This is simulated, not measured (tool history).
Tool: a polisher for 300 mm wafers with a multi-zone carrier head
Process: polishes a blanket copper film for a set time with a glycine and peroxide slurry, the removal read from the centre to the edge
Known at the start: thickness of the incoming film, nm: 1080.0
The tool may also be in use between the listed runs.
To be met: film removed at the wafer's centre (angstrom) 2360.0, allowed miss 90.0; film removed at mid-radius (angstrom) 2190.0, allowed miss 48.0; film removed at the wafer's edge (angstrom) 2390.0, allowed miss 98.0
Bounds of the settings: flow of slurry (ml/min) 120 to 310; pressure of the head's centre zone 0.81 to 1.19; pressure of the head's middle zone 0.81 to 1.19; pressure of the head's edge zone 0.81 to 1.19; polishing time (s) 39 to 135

run	hour	flow of slurry (ml/min)	pressure of the head's centre zone	pressure of the head's middle zone	pressure of the head's edge zone	polishing time (s)	film removed at the wafer's centre (angstrom)	film removed at mid-radius (angstrom)	film removed at the wafer's edge (angstrom)
1	0.0	200	1.00	1.00	1.00	87	2683.9	2586.2	2579.9
2	5.2	190	0.99	0.98	0.99	87	2697.7	2534.1	2531.7
3	7.5	190	0.99	0.98	1.03	87	2726.4	2531.1	2642.8
4	11.1	185	0.97	0.96	1.02	86	2555.7	2475.9	2533.8
5	14.0	180	0.97	0.94	1.02	86	2537.9	2381.3	2486.0
6	17.2	180	0.97	0.87	1.02	86	2564.2	2245.1	2524.9
7	21.9	175	0.96	0.87	1.02	86	2555.7	2232.6	2562.0
8	30.8	170	0.95	0.87	1.01	86	2469.0	2201.4	2544.4
9	31.3	170	0.95	0.88	0.99	86	2500.9	2237.2	2451.6

Which of these 5 next moves meets every target?
A	31.8	215	0.93	0.87	1.00	81	?	?	?
B	31.8	195	0.98	0.83	1.01	85	?	?	?
C	31.8	125	0.90	0.94	0.90	89	?	?	?
D	31.8	200	0.99	0.90	0.86	86	?	?	?
E	31.8	155	1.08	0.89	0.85	84	?	?	?

move	film removed at the wafer's centre (angstrom)	film removed at mid-radius (angstrom)	film removed at the wafer's edge (angstrom)
A	2367.9	2161.7	2400.7
B	2575.0	2148.9	2503.9
C	2221.2	2265.7	2318.0
D	2645.4	2334.1	2361.9
E	2674.7	2153.2	2217.4
A: meets every target
B: further off than the last run
C: takes the result that was furthest off past its target
D: further off than the last run
E: further off than the last run
The right move is A.
